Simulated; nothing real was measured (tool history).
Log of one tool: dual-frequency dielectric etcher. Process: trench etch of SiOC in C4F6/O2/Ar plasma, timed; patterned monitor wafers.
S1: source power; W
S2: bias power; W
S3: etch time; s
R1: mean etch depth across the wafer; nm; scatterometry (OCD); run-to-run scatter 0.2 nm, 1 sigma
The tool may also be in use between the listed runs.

{"run": 1, "day": 0.0, "S1": 370, "S2": 150, "S3": 18, "R1": 30.855}
{"run": 2, "day": 0.225, "S1": 390, "S2": 152, "S3": 18, "R1": 31.492}
{"run": 3, "day": 0.304, "S1": 350, "S2": 152, "S3": 18, "R1": 29.965}
{"run": 4, "day": 0.358, "S1": 370, "S2": 154, "S3": 18, "R1": 30.749}
{"run": 5, "day": 0.421, "S1": 370, "S2": 154, "S3": 18, "R1": 30.922}
{"day": 0.492, "done": "wet clean of the chamber"}
{"run": 6, "day": 0.492, "S1": 370, "S2": 133, "S3": 18, "R1": 29.09}
{"run": 7, "day": 0.829, "S1": 400, "S2": 135, "S3": 18, "R1": 30.293}
{"run": 8, "day": 1.0, "S1": 420, "S2": 137, "S3": 18, "R1": 31.332}
{"run": 9, "day": 1.179, "S1": 440, "S2": 138, "S3": 18, "R1": 31.863}

Run 10 is up next; what results do you expect?
{"run": 10, "day": 1.388, "S1": 450, "S2": 139, "S3": 18, "R1": "?"}

{"run 10": {"R1": 32.823}}
